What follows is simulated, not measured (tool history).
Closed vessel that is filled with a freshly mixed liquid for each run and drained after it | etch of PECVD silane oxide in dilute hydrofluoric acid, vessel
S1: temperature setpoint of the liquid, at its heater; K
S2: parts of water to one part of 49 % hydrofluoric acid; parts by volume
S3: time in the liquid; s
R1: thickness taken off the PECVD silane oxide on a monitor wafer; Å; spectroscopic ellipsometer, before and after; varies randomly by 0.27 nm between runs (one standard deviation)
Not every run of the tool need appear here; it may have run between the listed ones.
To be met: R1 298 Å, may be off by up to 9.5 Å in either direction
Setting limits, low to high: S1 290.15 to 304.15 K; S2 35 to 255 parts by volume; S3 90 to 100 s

run    day      S1   S2  S3      R1
  1      0  296.15  145  90  173.51
  2  0.262  296.15  120  90   216.7
  3    0.6  296.15  170  90  146.57
  4  0.833  294.65  170  90  138.48
  5   0.95  294.65  130  90  185.74
  6  1.071  295.65  130  90  194.59
  7  1.379  296.65  130  90  204.08
  8  1.442  297.15  130  90   208.2
  9  1.654  297.65  130  90  211.33
 10  1.754  298.15  130  90   216.4
 11  1.992  298.65  130  90  219.63
     2.121  -- thermometer replaced
 12  2.121  299.15  130  90  241.23
 13  2.162  299.65  130  90  244.84

5 next moves are on the table. One of them brings every result within its allowed miss. Which?
  A  2.204  300.65  125  100   ?
  B  2.204  297.15  135   90   ?
  C  2.204  299.15  130   95   ?
  D  2.204  300.15  115  100   ?
  E  2.204  299.15  125   90   ?

move      R1
   A  299.55
   B  215.79
   C  256.92
   D  323.62
   E   254.7
A: every result within its allowed miss
B: misses by more than the last run did
C: nearer than the last run, and not there yet
D: pushes the last run's worst result past its target
E: nearer than the last run, and not there yet
So the answer is move A, the one that meets all the targets.
